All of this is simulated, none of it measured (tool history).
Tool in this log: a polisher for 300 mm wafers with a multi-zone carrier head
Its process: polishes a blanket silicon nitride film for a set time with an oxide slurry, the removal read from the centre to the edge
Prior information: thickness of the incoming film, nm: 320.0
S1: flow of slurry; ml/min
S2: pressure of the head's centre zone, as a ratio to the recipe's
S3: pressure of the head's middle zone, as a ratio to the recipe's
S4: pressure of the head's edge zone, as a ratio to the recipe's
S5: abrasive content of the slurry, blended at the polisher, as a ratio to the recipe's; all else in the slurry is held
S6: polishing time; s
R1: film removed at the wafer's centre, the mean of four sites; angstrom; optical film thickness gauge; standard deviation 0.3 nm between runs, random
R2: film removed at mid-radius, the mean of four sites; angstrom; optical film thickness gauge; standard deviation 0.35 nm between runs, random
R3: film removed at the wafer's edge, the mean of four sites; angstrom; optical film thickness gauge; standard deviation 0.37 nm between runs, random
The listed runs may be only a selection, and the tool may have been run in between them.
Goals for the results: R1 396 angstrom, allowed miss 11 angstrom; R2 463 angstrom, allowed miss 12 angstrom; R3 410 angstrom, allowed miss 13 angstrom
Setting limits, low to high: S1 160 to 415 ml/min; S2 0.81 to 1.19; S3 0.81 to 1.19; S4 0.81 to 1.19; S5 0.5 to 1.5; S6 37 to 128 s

run	hour	S1	S2	S3	S4	S5	S6	R1	R2	R3
1	0	265	1	1	1	1	82	611.53	605.3	592.82
2	3.4	240	1	1	1	1	82	587.12	598.92	593.81
3	9.4	260	0.96	1	0.96	0.85	80	534.07	556.45	542.87
4	13.5	270	0.94	1.02	0.93	0.75	77	487.36	534.64	502.44
5	16	270	0.93	1.03	0.9	0.7	75	465.56	502.11	474.91
6	19.3	265	0.92	1.05	0.88	0.65	74	441.84	509.01	456.66
7	23.4	250	0.92	1.05	0.86	0.6	74	429.89	485.75	429.87
8	27.9	230	0.91	1.05	0.86	0.6	74	420.32	486.84	439.97
9	29.8	225	0.91	1.05	0.85	0.55	74	410.77	469.71	420.18
10	34	215	0.91	1.05	0.84	0.55	74	414.17	465.56	417.99

Next run, 4 choices. One meets every target within its allowed miss, the rest don't. Which?
A	38.2	310	0.89	1.04	0.86	0.65	67	?	?	?
B	38.2	220	0.91	0.97	0.84	0.55	78	?	?	?
C	38.2	215	0.83	0.97	0.87	0.65	75	?	?	?
D	38.2	200	0.92	1.06	0.86	0.5	79	?	?	?

move	R1	R2	R3
A	390.21	464.24	407.99
B	426.91	470.43	438.32
C	389.24	470.98	445.96
D	421.35	495.39	433.64
A: meets every target
B: moves away from the targets compared with the last run
C: gets the furthest-off result to its target, but another result is out of tolerance
D: moves away from the targets compared with the last run
The move that meets every target is A.
